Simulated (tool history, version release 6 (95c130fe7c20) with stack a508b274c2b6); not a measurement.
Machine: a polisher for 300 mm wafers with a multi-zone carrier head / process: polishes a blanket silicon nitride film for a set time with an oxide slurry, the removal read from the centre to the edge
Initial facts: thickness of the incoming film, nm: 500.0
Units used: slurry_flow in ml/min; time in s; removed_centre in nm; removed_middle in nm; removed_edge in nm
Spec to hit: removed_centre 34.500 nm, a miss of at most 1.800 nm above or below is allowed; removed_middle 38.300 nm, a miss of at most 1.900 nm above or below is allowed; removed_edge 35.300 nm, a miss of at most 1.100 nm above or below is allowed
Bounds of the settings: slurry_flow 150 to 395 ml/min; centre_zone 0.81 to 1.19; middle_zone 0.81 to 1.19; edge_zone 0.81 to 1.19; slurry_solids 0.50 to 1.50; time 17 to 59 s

{"run": 1, "hour": 0.0, "slurry_flow": 250, "centre_zone": 1.0, "middle_zone": 1.0, "edge_zone": 1.0, "slurry_solids": 1.0, "time": 38, "removed_centre": 24.357, "removed_middle": 25.241, "removed_edge": 25.284}
{"run": 2, "hour": 6.0, "slurry_flow": 250, "centre_zone": 1.0, "middle_zone": 1.0, "edge_zone": 1.0, "slurry_solids": 0.8, "time": 38, "removed_centre": 21.559, "removed_middle": 22.936, "removed_edge": 22.999}
{"run": 3, "hour": 9.0, "slurry_flow": 250, "centre_zone": 0.94, "middle_zone": 1.0, "edge_zone": 1.0, "slurry_solids": 0.8, "time": 38, "removed_centre": 19.913, "removed_middle": 22.539, "removed_edge": 22.754}
{"run": 4, "hour": 11.3, "slurry_flow": 250, "centre_zone": 0.94, "middle_zone": 1.0, "edge_zone": 0.94, "slurry_solids": 0.8, "time": 38, "removed_centre": 20.19, "removed_middle": 22.998, "removed_edge": 22.506}
{"run": 5, "hour": 18.8, "slurry_flow": 250, "centre_zone": 0.94, "middle_zone": 1.01, "edge_zone": 0.94, "slurry_solids": 0.85, "time": 38, "removed_centre": 20.791, "removed_middle": 23.984, "removed_edge": 23.186}
{"run": 6, "hour": 25.7, "slurry_flow": 250, "centre_zone": 0.94, "middle_zone": 1.08, "edge_zone": 0.94, "slurry_solids": 0.85, "time": 38, "removed_centre": 20.812, "removed_middle": 24.585, "removed_edge": 22.969}
{"run": 7, "hour": 33.2, "slurry_flow": 250, "centre_zone": 0.94, "middle_zone": 1.08, "edge_zone": 0.94, "slurry_solids": 0.9, "time": 38, "removed_centre": 20.925, "removed_middle": 26.384, "removed_edge": 23.657}
{"run": 8, "hour": 36.9, "slurry_flow": 250, "centre_zone": 0.95, "middle_zone": 1.07, "edge_zone": 0.95, "slurry_solids": 0.95, "time": 38, "removed_centre": 22.797, "removed_middle": 26.463, "removed_edge": 24.226}
{"run": 9, "hour": 45.0, "slurry_flow": 250, "centre_zone": 0.94, "middle_zone": 1.07, "edge_zone": 0.96, "slurry_solids": 1.0, "time": 38, "removed_centre": 22.082, "removed_middle": 27.2, "removed_edge": 25.076}
{"run": 10, "hour": 51.1, "slurry_flow": 250, "centre_zone": 0.95, "middle_zone": 1.07, "edge_zone": 0.97, "slurry_solids": 1.05, "time": 38, "removed_centre": 23.321, "removed_middle": 27.611, "removed_edge": 25.397}
{"run": 11, "hour": 52.6, "slurry_flow": 250, "centre_zone": 0.95, "middle_zone": 1.07, "edge_zone": 0.98, "slurry_solids": 1.1, "time": 38, "removed_centre": 24.092, "removed_middle": 27.408, "removed_edge": 26.284}
{"run": 12, "hour": 56.8, "slurry_flow": 250, "centre_zone": 0.95, "middle_zone": 1.08, "edge_zone": 0.98, "slurry_solids": 1.15, "time": 38, "removed_centre": 24.397, "removed_middle": 28.782, "removed_edge": 26.597}
{"run": 13, "hour": 61.1, "slurry_flow": 250, "centre_zone": 0.95, "middle_zone": 1.08, "edge_zone": 0.98, "slurry_solids": 1.15, "time": 38, "removed_centre": 24.334, "removed_middle": 28.513, "removed_edge": 26.876}
{"run": 14, "hour": 66.1, "slurry_flow": 250, "centre_zone": 0.96, "middle_zone": 1.09, "edge_zone": 0.98, "slurry_solids": 1.2, "time": 38, "removed_centre": 24.828, "removed_middle": 29.091, "removed_edge": 27.397}
{"run": 15, "hour": 69.6, "slurry_flow": 255, "centre_zone": 0.97, "middle_zone": 1.1, "edge_zone": 0.98, "slurry_solids": 1.25, "time": 38, "removed_centre": 25.494, "removed_middle": 30.505, "removed_edge": 27.885}
{"run": 16, "hour": 77.6, "slurry_flow": 255, "centre_zone": 0.98, "middle_zone": 1.1, "edge_zone": 0.99, "slurry_solids": 1.3, "time": 38, "removed_centre": 25.692, "removed_middle": 31.271, "removed_edge": 28.112}
{"run": 17, "hour": 85.1, "slurry_flow": 255, "centre_zone": 0.99, "middle_zone": 1.1, "edge_zone": 0.99, "slurry_solids": 1.3, "time": 39, "removed_centre": 26.796, "removed_middle": 31.046, "removed_edge": 28.854}
{"run": 18, "hour": 91.0, "slurry_flow": 255, "centre_zone": 1.0, "middle_zone": 1.1, "edge_zone": 0.99, "slurry_solids": 1.3, "time": 40, "removed_centre": 27.927, "removed_middle": 31.52, "removed_edge": 29.344}

5 next moves are on the table. One of them brings every result within its allowed miss. Which?
{"run": "A", "hour": 96.9, "slurry_flow": 205, "centre_zone": 1.03, "middle_zone": 0.91, "edge_zone": 1.09, "slurry_solids": 1.1, "time": 53, "removed_centre": "?", "removed_middle": "?", "removed_edge": "?"}
{"run": "B", "hour": 96.9, "slurry_flow": 230, "centre_zone": 0.9, "middle_zone": 0.94, "edge_zone": 1.13, "slurry_solids": 1.3, "time": 33, "removed_centre": "?", "removed_middle": "?", "removed_edge": "?"}
{"run": "C", "hour": 96.9, "slurry_flow": 250, "centre_zone": 1.07, "middle_zone": 1.16, "edge_zone": 0.91, "slurry_solids": 1.45, "time": 44, "removed_centre": "?", "removed_middle": "?", "removed_edge": "?"}
{"run": "D", "hour": 96.9, "slurry_flow": 300, "centre_zone": 1.03, "middle_zone": 1.1, "edge_zone": 0.98, "slurry_solids": 1.5, "time": 45, "removed_centre": "?", "removed_middle": "?", "removed_edge": "?"}
{"run": "E", "hour": 96.9, "slurry_flow": 260, "centre_zone": 1.06, "middle_zone": 1.13, "edge_zone": 0.95, "slurry_solids": 1.35, "time": 42, "removed_centre": "?", "removed_middle": "?", "removed_edge": "?"}

move=A removed_centre=34.149 removed_middle=33.936 removed_edge=38.509
move=B removed_centre=20.544 removed_middle=23.439 removed_edge=26.223
move=C removed_centre=33.212 removed_middle=39.143 removed_edge=33.341
move=D removed_centre=33.751 removed_middle=39.206 removed_edge=35.921
move=E removed_centre=30.718 removed_middle=35.672 removed_edge=31.603
A: moves the result that the last run missed by most past its target, out the other side
B: lands further from the targets than the last run did
C: nearer the targets than the last run, but a result is still out of spec
D: all results land within tolerance of their targets
E: nearer the targets than the last run, but a result is still out of spec
The move that meets every target is D.
